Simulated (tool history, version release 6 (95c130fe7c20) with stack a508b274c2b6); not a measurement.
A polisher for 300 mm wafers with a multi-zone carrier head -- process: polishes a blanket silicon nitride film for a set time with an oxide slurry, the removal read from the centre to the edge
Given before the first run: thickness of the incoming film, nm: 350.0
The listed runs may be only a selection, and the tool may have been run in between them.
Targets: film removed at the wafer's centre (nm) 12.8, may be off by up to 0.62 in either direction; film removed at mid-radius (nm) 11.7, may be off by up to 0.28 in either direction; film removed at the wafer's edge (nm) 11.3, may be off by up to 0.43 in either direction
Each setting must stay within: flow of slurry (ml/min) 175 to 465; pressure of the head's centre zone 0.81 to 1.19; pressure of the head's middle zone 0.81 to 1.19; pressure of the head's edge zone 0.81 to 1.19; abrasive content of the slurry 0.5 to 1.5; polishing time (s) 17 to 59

run  hour  flow of slurry (ml/min)  pressure of the head's centre zone  pressure of the head's middle zone  pressure of the head's edge zone  abrasive content of the slurry  polishing time (s)  film removed at the wafer's centre (nm)  film removed at mid-radius (nm)  film removed at the wafer's edge (nm)
  1     0                      295                                   1                                   1                                 1                               1                  38                                   23.974                           23.167                                 23.684
  2   5.7                      295                                1.01                                0.99                              0.96                            0.85                  33                                   19.083                           18.712                                  19.14
  3   6.5                      295                                1.01                                0.99                              0.96                            0.65                  33                                   17.176                           16.713                                 16.984
  4  15.2                      295                                1.01                                1.04                              0.96                            0.65                  33                                   17.273                           17.596                                  16.82
  5  16.4                      295                                1.04                                1.03                              0.93                             0.6                  30                                   15.376                           15.501                                 14.817
  6  23.1                      295                                1.04                                1.03                              0.96                             0.6                  30                                   15.361                           15.329                                 15.217
  7  29.7                      290                                1.07                                1.01                              0.92                            0.55                  28                                   14.179                           13.583                                 13.317
  8  37.7                      275                                1.07                                0.99                              0.89                            0.55                  28                                   13.939                            13.35                                 12.837
  9  39.3                      260                                1.07                                0.97                              0.87                            0.55                  28                                    14.18                           13.114                                 12.848
 10  46.1                      275                                1.08                                0.97                              0.84                             0.5                  24                                    11.73                           10.971                                 10.394
 11  51.3                      275                                 1.1                                0.98                              0.86                             0.5                  24                                   12.007                            11.02                                 10.412
 12  54.8                      275                                 1.1                                0.99                              0.88                             0.5                  24                                   11.735                           10.976                                 10.593

Which single option among these 4 for the next run brings every result within its allowed miss of target? Just one does.
  A  58.3                      280                                1.19                                1.03                              0.81                            0.55                  21                                        ?                                ?                                      ?
  B  58.3                      215                                0.99                                0.93                              1.08                             0.5                  24                                        ?                                ?                                      ?
  C  58.3                      280                                0.94                                1.08                              0.87                             0.5                  23                                        ?                                ?                                      ?
  D  58.3                      175                                1.17                                1.04                              0.93                            0.65                  23                                        ?                                ?                                      ?

move  film removed at the wafer's centre (nm)  film removed at mid-radius (nm)  film removed at the wafer's edge (nm)
   A                                   11.682                           10.407                                 9.2616
   B                                   10.778                           10.259                                 11.359
   C                                    10.19                           11.429                                 10.046
   D                                   12.847                           11.755                                 11.119
A: lands further from the targets than the last run did
B: lands further from the targets than the last run did
C: the furthest-off result lands on target, but another misses its tolerance
D: every result lands within tolerance
Correct choice: D, which meets every target
